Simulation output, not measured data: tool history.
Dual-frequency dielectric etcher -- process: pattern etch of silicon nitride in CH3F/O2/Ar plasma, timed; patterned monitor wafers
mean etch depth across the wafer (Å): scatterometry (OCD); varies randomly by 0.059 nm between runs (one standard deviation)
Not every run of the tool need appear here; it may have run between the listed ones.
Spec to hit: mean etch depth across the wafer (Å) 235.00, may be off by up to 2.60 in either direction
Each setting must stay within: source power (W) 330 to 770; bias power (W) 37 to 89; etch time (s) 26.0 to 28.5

run  hour  source power (W)  bias power (W)  etch time (s)  mean etch depth across the wafer (Å)
  1   0.0               550              63           28.5                                206.43
  2   1.2               550              63           26.0                                189.43
  3   8.2               610              67           26.0                                204.26
  4  13.5               650              69           26.0                                213.01
  5  19.1               680              70           26.0                                218.89
  6  26.2               710              70           26.0                                224.61
  7  30.9               730              70           26.0                                226.34
  8  36.2               730              70           26.0                                226.86
  9  39.9               740              70           26.0                                227.56
     46.4  -- wet clean of the chamber
 10  46.4               750              71           26.0                                243.42

5 next moves are on the table. One of them brings every result within its allowed miss. Which?
  A  52.9               720              72           26.0                                     ?
  B  52.9               760              58           27.0                                     ?
  C  52.9               760              65           26.5                                     ?
  D  52.9               770              69           26.0                                     ?
  E  52.9               770              56           28.0                                     ?

move  mean etch depth across the wafer (Å)
   A                                240.53
   B                                235.18
   C                                241.50
   D                                244.18
   E                                242.08
A: an improvement on the last run, though not all results are within tolerance
B: meets every target
C: an improvement on the last run, though not all results are within tolerance
D: the biggest miss grows against the last run
E: an improvement on the last run, though not all results are within tolerance
So the answer is move B, the one that meets all the targets.

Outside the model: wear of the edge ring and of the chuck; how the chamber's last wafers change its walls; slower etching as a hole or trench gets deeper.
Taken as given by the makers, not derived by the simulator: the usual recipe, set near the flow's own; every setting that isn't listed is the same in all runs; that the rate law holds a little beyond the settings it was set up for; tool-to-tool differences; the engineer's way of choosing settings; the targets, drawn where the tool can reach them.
